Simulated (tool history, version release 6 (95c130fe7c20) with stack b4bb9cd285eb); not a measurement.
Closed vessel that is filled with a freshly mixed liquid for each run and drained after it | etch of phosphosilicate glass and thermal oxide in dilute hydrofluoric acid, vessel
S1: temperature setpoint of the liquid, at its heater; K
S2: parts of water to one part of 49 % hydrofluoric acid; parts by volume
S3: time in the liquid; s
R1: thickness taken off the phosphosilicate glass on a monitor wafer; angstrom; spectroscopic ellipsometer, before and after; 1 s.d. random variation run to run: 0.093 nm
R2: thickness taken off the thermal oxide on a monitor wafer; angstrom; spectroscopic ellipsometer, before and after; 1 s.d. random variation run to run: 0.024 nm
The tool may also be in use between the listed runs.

| run | hour | S1 | S2 | S3 | R1 | R2 |
|---|---|---|---|---|---|---|
| 1 | 0 | 295.15 | 260 | 65 | 253.74 | 9.3764 |
| 2 | 7.8 | 296.65 | 260 | 65 | 269.35 | 9.8757 |
| 3 | 13.9 | 298.15 | 260 | 65 | 281.51 | 9.7873 |
| 4 | 19 | 298.15 | 230 | 65 | 332.63 | 11.582 |
| 5 | 23.5 | 297.65 | 235 | 65 | 318.44 | 11.245 |
| 6 | 31.7 | 294.65 | 235 | 65 | 287.53 | 9.326 |
| 7 | 35.4 | 294.15 | 240 | 65 | 274.09 | 9.9537 |

Run 8 has not been measured yet. What should we expect?
| 8 | 39.3 | 293.65 | 245 | 65 | ? | ? |

R1: 258.94 angstrom
R2: 9.1125 angstrom

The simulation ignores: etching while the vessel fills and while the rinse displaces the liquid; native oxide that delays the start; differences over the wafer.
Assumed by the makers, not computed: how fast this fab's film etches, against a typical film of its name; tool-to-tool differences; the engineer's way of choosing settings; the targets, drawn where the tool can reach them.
